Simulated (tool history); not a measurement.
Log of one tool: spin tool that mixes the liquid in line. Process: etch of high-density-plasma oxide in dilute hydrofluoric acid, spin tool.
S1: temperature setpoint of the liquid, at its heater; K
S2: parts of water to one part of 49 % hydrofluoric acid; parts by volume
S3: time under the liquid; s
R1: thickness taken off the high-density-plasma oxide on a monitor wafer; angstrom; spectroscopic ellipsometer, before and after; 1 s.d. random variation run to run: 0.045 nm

Run 1, hour 0.0: S1 294.15 K, S2 225 parts by volume, S3 320 s. Result: R1 62.607 angstrom.
Run 2, hour 3.4: S1 297.15 K, S2 225 parts by volume, S3 320 s. Result: R1 70.415 angstrom.
Run 3, hour 5.1: S1 298.65 K, S2 220 parts by volume, S3 320 s. Result: R1 76.058 angstrom.
Run 4, hour 10.7: S1 298.65 K, S2 220 parts by volume, S3 345 s. Result: R1 82.877 angstrom.
Run 5, hour 13.4: S1 298.65 K, S2 270 parts by volume, S3 345 s. Result: R1 64.071 angstrom.
Run 6, hour 20.8: S1 298.65 K, S2 305 parts by volume, S3 345 s. Result: R1 54.182 angstrom.
Run 7, hour 24.3: S1 298.65 K, S2 305 parts by volume, S3 345 s. Result: R1 54.257 angstrom.
Run 8, hour 28.6: S1 299.65 K, S2 275 parts by volume, S3 345 s. Result: R1 64.895 angstrom.

What does the tool deliver on the next run?
Run 9, hour 34.9: S1 300.65 K, S2 255 parts by volume, S3 345 s. Result: R1 ?.

{"run 9": {"R1": 73.443}}
